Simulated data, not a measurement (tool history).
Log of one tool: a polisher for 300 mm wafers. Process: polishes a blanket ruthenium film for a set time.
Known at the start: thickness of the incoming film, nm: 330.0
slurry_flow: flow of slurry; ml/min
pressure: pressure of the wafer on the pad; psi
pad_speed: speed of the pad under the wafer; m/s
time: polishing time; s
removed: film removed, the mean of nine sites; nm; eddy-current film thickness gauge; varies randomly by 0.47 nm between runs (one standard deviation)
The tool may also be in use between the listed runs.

{"run": 1, "day": 0.0, "slurry_flow": 160, "pressure": 2.7, "pad_speed": 0.98, "time": 44, "removed": 66.507}
{"run": 2, "day": 0.133, "slurry_flow": 160, "pressure": 2.7, "pad_speed": 0.98, "time": 39, "removed": 58.956}
{"run": 3, "day": 0.171, "slurry_flow": 165, "pressure": 2.7, "pad_speed": 0.98, "time": 39, "removed": 59.184}
{"run": 4, "day": 0.3, "slurry_flow": 165, "pressure": 2.7, "pad_speed": 1.18, "time": 39, "removed": 71.324}
{"day": 0.438, "done": "slurry nozzle cleaned"}
{"run": 5, "day": 0.438, "slurry_flow": 165, "pressure": 2.6, "pad_speed": 1.18, "time": 39, "removed": 75.103}
{"run": 6, "day": 0.704, "slurry_flow": 165, "pressure": 2.6, "pad_speed": 1.18, "time": 44, "removed": 86.098}
{"run": 7, "day": 1.075, "slurry_flow": 155, "pressure": 2.3, "pad_speed": 1.18, "time": 44, "removed": 74.966}
{"run": 8, "day": 1.375, "slurry_flow": 150, "pressure": 2.2, "pad_speed": 1.18, "time": 44, "removed": 71.438}

Expected results for the next run?
{"run": 9, "day": 1.467, "slurry_flow": 145, "pressure": 2.2, "pad_speed": 1.18, "time": 44, "removed": "?"}

removed: 70.561 nm

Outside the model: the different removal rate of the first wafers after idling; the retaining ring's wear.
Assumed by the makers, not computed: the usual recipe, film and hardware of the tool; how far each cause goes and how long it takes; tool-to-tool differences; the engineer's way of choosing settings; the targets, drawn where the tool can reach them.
